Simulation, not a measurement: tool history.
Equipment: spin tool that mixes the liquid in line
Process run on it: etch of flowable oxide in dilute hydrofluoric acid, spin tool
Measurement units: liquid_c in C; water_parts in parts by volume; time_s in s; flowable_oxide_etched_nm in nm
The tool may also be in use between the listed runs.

run  hour  liquid_c  water_parts  time_s  flowable_oxide_etched_nm
  1     0        20          270     100                    9.4639
  2   6.9        20          330     100                    7.4362
  3  12.3        20          330      80                    5.9467
  4  20.8        21          320      80                    6.3461
  5  27.2        21          300      80                    6.9437
  6  29.5        21          285      80                    7.3635
     30.3  -- thermometer replaced
  7  30.3        21          270      80                    8.3614

Run 8, settings as shown, results not yet in. Your forecast:
  8  38.7      21.5          265      80                         ?

{"run 8": {"flowable_oxide_etched_nm": 8.6715}}
